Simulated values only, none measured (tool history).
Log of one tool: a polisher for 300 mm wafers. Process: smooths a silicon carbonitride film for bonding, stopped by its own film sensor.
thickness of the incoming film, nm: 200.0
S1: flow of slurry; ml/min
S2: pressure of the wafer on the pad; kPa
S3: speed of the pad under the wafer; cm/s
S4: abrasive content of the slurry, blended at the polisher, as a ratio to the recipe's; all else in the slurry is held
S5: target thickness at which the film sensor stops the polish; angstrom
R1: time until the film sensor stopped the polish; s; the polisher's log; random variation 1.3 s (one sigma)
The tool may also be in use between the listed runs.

run	hour	S1	S2	S3	S4	S5	R1
1	0	225	15.2	112	1	1850	48.196
2	7	225	13.8	110	1	1850	54.839
3	14.3	190	13.8	110	1	1850	57.363
4	19.5	190	13.8	110	1	1860	53.295
5	26.9	155	13.8	110	1	1860	54.255
6	35.7	155	13.1	110	1	1860	59.244
7	43.3	155	12.4	110	1	1860	60.965
8	47.8	155	11.7	110	1	1860	63.079

Forecast run 9:
9	49.7	155	11	110	1	1860	?

Run 9 gave R1 67.717 s.
